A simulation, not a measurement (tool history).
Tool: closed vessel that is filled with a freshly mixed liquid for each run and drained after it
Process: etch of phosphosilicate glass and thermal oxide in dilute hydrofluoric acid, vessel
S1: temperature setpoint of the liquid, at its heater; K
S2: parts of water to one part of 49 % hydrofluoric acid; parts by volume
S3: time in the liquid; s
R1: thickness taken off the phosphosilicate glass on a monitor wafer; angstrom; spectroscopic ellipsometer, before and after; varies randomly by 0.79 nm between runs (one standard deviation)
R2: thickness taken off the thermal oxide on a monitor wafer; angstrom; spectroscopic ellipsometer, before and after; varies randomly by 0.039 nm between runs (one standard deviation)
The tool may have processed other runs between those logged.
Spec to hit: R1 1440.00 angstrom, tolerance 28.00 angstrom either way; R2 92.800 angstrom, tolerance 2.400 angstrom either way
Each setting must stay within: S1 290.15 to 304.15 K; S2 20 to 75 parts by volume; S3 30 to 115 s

run  hour      S1  S2  S3       R1       R2
  1   0.0  296.15  45  60   999.44   64.226
  2   7.3  296.15  35  60  1293.50   83.215
  3   8.1  294.65  35  60  1215.40   78.151
  4  12.0  294.65  35  80  1627.40  104.500
  5  18.5  294.15  35  80  1593.50  101.240
  6  26.2  293.65  35  80  1561.90  100.700
  7  35.1  293.15  35  80  1522.80   97.787
  8  40.4  292.65  35  80  1504.90   96.095

Which of these 4 next moves meets every target?
  A  45.7  298.15  55  100   ?   ?
  B  45.7  297.15  35   70   ?   ?
  C  45.7  304.15  45   70   ?   ?
  D  45.7  290.15  40  105   ?   ?

move       R1       R2
   A  1450.00   93.199
   B  1576.70  101.350
   C  1599.70  102.820
   D  1525.60   98.060
A: all results in spec
B: moves away from the targets compared with the last run
C: moves away from the targets compared with the last run
D: moves away from the targets compared with the last run
A meets every target.
